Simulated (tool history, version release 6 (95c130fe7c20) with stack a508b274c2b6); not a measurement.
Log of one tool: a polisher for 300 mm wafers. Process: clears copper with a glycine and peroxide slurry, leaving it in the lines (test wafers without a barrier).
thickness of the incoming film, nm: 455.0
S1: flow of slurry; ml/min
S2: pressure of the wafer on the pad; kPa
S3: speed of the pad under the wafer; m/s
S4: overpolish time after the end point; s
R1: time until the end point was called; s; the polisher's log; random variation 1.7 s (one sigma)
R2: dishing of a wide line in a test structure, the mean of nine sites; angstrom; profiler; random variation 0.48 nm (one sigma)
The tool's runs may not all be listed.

run  hour   S1    S2    S3  S4      R1      R2
  1   0.0  270  11.7  1.10  25  151.74  418.31
  2   8.6  270  11.7  0.90  25  172.64  402.12
  3  12.2  270  12.4  0.92  22  163.64  371.63
  4  20.0  270  12.4  0.92  20  165.50  354.28
  5  24.6  270  13.1  0.92  19  158.26  350.74
  6  31.3  270  15.9  0.92  19  135.29  384.43

The next listed run, before its measurement:
  7  37.7  270  15.9  0.92  19   ?   ?

{"run 7": {"R1": 136.48, "R2": 387.7}}

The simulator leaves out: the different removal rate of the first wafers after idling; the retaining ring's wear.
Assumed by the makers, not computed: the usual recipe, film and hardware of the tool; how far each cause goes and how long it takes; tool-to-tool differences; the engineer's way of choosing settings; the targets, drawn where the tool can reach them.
